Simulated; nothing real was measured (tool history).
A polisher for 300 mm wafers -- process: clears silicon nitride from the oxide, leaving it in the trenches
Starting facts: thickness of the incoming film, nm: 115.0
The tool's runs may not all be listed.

| run | day | flow of slurry (ml/min) | pressure of the wafer on the pad (psi) | speed of the pad under the wafer (m/s) | overpolish time after the end point (s) | time until the end point was called (s) |
|---|---|---|---|---|---|---|
| 1 | 0 | 130 | 2.4 | 1.14 | 16 | 134.11 |
| 2 | 0.208 | 130 | 2.4 | 1.14 | 16 | 129.39 |
| 3 | 0.375 | 105 | 2.4 | 1.14 | 16 | 138.94 |
| 4 | 0.625 | 105 | 2.3 | 1.14 | 16 | 144.94 |
| 5 | 0.921 | 105 | 2.2 | 1.14 | 16 | 150.16 |
| 6 | 1.125 | 105 | 2.2 | 1.14 | 17 | 149.16 |
| 7 | 1.296 | 105 | 2.1 | 1.14 | 17 | 157.17 |
| 8 | 1.633 | 105 | 2 | 1.14 | 17 | 165.96 |
| 9 | 1.829 | 105 | 2 | 1.14 | 17 | 164.67 |

Run 10 is up next; what results do you expect?
| 10 | 1.971 | 105 | 1.9 | 1.14 | 17 | ? |

Run 10 came out at time until the end point was called (s) 174.98.

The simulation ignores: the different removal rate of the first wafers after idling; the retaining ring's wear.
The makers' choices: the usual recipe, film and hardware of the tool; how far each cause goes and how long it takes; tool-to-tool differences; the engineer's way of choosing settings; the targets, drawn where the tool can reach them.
